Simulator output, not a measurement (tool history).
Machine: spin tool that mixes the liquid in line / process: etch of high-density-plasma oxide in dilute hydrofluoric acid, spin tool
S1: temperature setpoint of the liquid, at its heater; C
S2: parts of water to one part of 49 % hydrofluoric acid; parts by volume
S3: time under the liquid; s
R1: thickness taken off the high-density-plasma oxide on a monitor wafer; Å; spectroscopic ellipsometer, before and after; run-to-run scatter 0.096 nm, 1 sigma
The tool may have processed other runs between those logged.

run 1 hour=0 | S1=25 S2=50 S3=90 | R1=161.29
run 2 hour=0.7 | S1=25 S2=50 S3=70 | R1=124.46
run 3 hour=2.9 | S1=25 S2=50 S3=90 | R1=160
run 4 hour=6.4 | S1=24 S2=50 S3=90 | R1=153.9
run 5 hour=14.9 | S1=26.5 S2=50 S3=90 | R1=169.52
run 6 hour=21.1 | S1=26.5 S2=35 S3=90 | R1=246.53
run 7 hour=26.4 | S1=25 S2=35 S3=90 | R1=232.45
run 8 hour=28.2 | S1=23.5 S2=35 S3=90 | R1=219.65

The next listed run, before its measurement:
run 9 hour=32.2 | S1=22.5 S2=35 S3=90 | R1=?

R1: 208.18 Å
